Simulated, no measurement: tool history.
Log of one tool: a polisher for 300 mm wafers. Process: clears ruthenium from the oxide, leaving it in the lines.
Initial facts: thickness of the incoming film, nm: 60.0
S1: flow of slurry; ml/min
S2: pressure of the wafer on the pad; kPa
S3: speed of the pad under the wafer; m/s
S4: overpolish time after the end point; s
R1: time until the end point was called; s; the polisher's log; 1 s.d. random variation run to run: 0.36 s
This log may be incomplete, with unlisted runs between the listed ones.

run  hour   S1    S2    S3  S4      R1
  1   0.0  175   9.0  0.96  26  74.821
  2   7.1  175   9.0  0.96  26  74.964
  3  11.8  175   9.7  0.96  26  68.456
  4  15.9  175  10.3  0.96  26  65.173
  5  23.2  175   8.3  0.96  26  80.145
  6  27.7  175   8.3  1.08  26  72.279
  7  33.7  175   9.0  1.08  26  67.400
  8  38.1  175   9.7  1.08  26  63.530

The next listed run, before its measurement:
  9  41.1  200  12.4  1.10  26   ?

{"run 9": {"R1": 46.93}}
